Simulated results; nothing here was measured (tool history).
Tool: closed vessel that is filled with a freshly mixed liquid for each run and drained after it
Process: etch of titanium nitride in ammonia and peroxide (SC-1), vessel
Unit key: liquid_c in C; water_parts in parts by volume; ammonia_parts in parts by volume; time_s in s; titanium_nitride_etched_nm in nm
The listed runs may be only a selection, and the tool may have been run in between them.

Run 1, hour 0.0: liquid_c 55.0 C, water_parts 10 parts by volume, ammonia_parts 0.45 parts by volume, time_s 345 s. Result: titanium_nitride_etched_nm 19.916 nm.
Run 2, hour 6.0: liquid_c 58.5 C, water_parts 10 parts by volume, ammonia_parts 0.45 parts by volume, time_s 345 s. Result: titanium_nitride_etched_nm 25.239 nm.
Run 3, hour 13.6: liquid_c 61.0 C, water_parts 10 parts by volume, ammonia_parts 0.45 parts by volume, time_s 345 s. Result: titanium_nitride_etched_nm 29.593 nm.
Run 4, hour 15.2: liquid_c 61.0 C, water_parts 10 parts by volume, ammonia_parts 0.50 parts by volume, time_s 345 s. Result: titanium_nitride_etched_nm 30.671 nm.
Run 5, hour 19.3: liquid_c 61.0 C, water_parts 10 parts by volume, ammonia_parts 0.50 parts by volume, time_s 345 s. Result: titanium_nitride_etched_nm 30.276 nm.
Run 6, hour 27.2: liquid_c 62.5 C, water_parts 10 parts by volume, ammonia_parts 0.50 parts by volume, time_s 345 s. Result: titanium_nitride_etched_nm 33.116 nm.
At hour 34.3: ammonia flow meter replaced.
Run 7, hour 34.3: liquid_c 63.5 C, water_parts 10 parts by volume, ammonia_parts 0.50 parts by volume, time_s 345 s. Result: titanium_nitride_etched_nm 34.878 nm.
Run 8, hour 43.1: liquid_c 63.5 C, water_parts 10 parts by volume, ammonia_parts 0.50 parts by volume, time_s 345 s. Result: titanium_nitride_etched_nm 35.452 nm.

Run 9 is up next; what results do you expect?
Run 9, hour 47.3: liquid_c 64.0 C, water_parts 10 parts by volume, ammonia_parts 0.50 parts by volume, time_s 345 s. Result: titanium_nitride_etched_nm ?.

Run 9 produced titanium_nitride_etched_nm 35.998 nm.

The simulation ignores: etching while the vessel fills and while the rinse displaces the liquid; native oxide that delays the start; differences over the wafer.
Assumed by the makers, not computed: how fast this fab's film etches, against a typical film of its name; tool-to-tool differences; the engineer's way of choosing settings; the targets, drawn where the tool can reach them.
